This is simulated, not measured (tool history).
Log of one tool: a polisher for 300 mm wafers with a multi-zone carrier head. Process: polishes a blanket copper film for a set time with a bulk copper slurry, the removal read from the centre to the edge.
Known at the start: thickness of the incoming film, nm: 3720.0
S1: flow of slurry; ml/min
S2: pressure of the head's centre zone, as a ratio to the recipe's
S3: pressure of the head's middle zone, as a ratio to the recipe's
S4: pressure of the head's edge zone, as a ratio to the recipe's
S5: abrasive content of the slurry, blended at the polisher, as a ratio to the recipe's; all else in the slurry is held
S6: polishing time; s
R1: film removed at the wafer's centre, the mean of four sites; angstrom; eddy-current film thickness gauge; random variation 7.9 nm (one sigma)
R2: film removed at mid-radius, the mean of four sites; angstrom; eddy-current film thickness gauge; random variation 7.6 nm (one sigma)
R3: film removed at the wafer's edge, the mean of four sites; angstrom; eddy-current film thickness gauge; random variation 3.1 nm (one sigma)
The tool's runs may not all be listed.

run,hour,S1,S2,S3,S4,S5,S6,R1,R2,R3
1,0,265,1,1,1,1,48,4438.1,4501.4,4301.3
2,8.6,275,1.04,1.01,1.02,1.05,48,4567.6,4515.5,4438.7
3,14.5,240,1.04,1.01,1.02,1.05,48,4580.3,4605.4,4329.8
4,15.4,240,1.04,1.01,0.98,1.05,48,4486.6,4370.5,4321.4
5,19,240,1.04,1.01,0.98,0.85,48,4416.8,4353.1,4181.7
6,24.2,240,1.04,1.01,0.98,0.75,48,4380,4309.5,4067.5
7,30.1,240,1.04,1.01,0.98,0.75,48,4353.7,4390.3,4122

The next listed run, before its measurement:
8,31.3,255,1.07,1.02,0.97,0.85,49,?,?,?

{"run 8": {"R1": 4648.4, "R2": 4623, "R3": 4211.3}}

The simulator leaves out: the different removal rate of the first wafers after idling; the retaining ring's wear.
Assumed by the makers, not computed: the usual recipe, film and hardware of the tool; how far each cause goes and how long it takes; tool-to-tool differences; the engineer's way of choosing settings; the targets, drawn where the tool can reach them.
